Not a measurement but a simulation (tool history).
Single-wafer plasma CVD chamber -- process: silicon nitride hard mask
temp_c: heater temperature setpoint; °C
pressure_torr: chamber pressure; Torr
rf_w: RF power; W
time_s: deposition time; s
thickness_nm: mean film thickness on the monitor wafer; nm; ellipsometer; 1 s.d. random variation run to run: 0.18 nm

run,hour,temp_c,pressure_torr,rf_w,time_s,thickness_nm
1,0.0,385,1.87,250,52.9,59.269
2,5.4,385,2.18,250,52.9,61.858
3,13.7,385,2.18,250,50.5,59.447
4,19.9,385,2.04,245,50.5,56.777
5,26.5,385,1.95,245,50.5,56.044
# hour 27.2: capacitance manometer re-zeroed and calibrated
6,27.2,391,1.95,245,50.5,57.123

Run 7 comes next. What will it give?
7,31.7,391,1.95,245,50.5,?

Run 7 gave thickness_nm 56.962 nm.

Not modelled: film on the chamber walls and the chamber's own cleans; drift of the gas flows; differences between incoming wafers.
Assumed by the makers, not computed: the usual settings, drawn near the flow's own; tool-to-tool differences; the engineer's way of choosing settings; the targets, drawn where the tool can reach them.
